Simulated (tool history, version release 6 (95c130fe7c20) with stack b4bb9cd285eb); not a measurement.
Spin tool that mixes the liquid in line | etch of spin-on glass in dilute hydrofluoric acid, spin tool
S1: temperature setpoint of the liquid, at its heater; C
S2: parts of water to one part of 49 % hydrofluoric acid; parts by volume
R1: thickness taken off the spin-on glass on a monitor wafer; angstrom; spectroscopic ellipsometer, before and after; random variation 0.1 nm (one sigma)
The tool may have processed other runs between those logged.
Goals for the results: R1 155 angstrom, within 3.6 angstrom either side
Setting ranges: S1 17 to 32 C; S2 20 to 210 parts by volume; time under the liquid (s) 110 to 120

run 1 day=0 | S1=24 S2=115 time_under_the_liquid_(s)=110 | R1=254.5
run 2 day=0.317 | S1=22.5 S2=120 time_under_the_liquid_(s)=110 | R1=223.29
run 3 day=0.488 | S1=22.5 S2=120 time_under_the_liquid_(s)=120 | R1=247.26
run 4 day=0.692 | S1=21.5 S2=125 time_under_the_liquid_(s)=120 | R1=225.35
run 5 day=0.812 | S1=21.5 S2=125 time_under_the_liquid_(s)=120 | R1=226.5
run 6 day=0.975 | S1=20.5 S2=125 time_under_the_liquid_(s)=120 | R1=216.22
run 7 day=1.196 | S1=20 S2=130 time_under_the_liquid_(s)=120 | R1=201.61
run 8 day=1.342 | S1=19.5 S2=135 time_under_the_liquid_(s)=120 | R1=190.34
run 9 day=1.55 | S1=19 S2=135 time_under_the_liquid_(s)=120 | R1=185.79
run 10 day=1.638 | S1=18.5 S2=135 time_under_the_liquid_(s)=120 | R1=181.14
run 11 day=1.883 | S1=18 S2=135 time_under_the_liquid_(s)=120 | R1=178.12
run 12 day=1.958 | S1=17.5 S2=140 time_under_the_liquid_(s)=120 | R1=169.8

5 next moves are on the table. One of them brings every result within its allowed miss. Which?
run A day=2.033 | S1=18 S2=145 time_under_the_liquid_(s)=120 | R1=?
run B day=2.033 | S1=18.5 S2=150 time_under_the_liquid_(s)=115 | R1=?
run C day=2.033 | S1=17 S2=140 time_under_the_liquid_(s)=120 | R1=?
run D day=2.033 | S1=17.5 S2=145 time_under_the_liquid_(s)=120 | R1=?
run E day=2.033 | S1=18.5 S2=150 time_under_the_liquid_(s)=120 | R1=?

move=A R1=166.16
move=B R1=156.29
move=C R1=166
move=D R1=162.8
move=E R1=163.09
A: better than the last run, though not everything is in spec
B: all results in spec
C: better than the last run, though not everything is in spec
D: better than the last run, though not everything is in spec
E: better than the last run, though not everything is in spec
Go with B: it meets all targets.
